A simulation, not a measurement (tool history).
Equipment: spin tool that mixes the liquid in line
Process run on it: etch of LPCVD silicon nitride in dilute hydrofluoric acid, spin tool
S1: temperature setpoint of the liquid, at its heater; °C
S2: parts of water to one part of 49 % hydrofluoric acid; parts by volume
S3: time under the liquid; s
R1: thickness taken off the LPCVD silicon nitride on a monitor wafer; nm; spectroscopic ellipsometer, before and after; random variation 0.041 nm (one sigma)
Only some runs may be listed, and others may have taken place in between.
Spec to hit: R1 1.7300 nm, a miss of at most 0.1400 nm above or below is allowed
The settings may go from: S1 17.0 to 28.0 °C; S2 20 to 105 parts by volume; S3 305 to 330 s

run,hour,S1,S2,S3,R1
1,0.0,20.0,55,305,2.2701
2,2.4,18.5,55,305,2.1120
3,8.4,18.5,55,305,2.0971
4,14.1,18.5,45,305,2.4658
5,19.4,18.0,50,305,2.2356
6,23.8,21.5,50,305,2.8431
7,32.7,20.5,55,305,2.4999
8,34.2,19.5,55,305,2.1716
9,38.2,19.0,55,305,2.2269

Pick the move, out of 5, that brings all results within their allowed miss; only one does.
A,42.2,17.0,50,330,?
B,42.2,18.0,45,325,?
C,42.2,21.0,50,305,?
D,42.2,21.5,45,305,?
E,42.2,17.5,70,330,?

move,R1
A,2.1785
B,2.5504
C,2.6641
D,3.0554
E,1.6286
A: nearer the targets than the last run, but a result is still out of spec
B: moves away from the targets compared with the last run
C: moves away from the targets compared with the last run
D: moves away from the targets compared with the last run
E: all results in spec
Correct choice: E, which meets every target
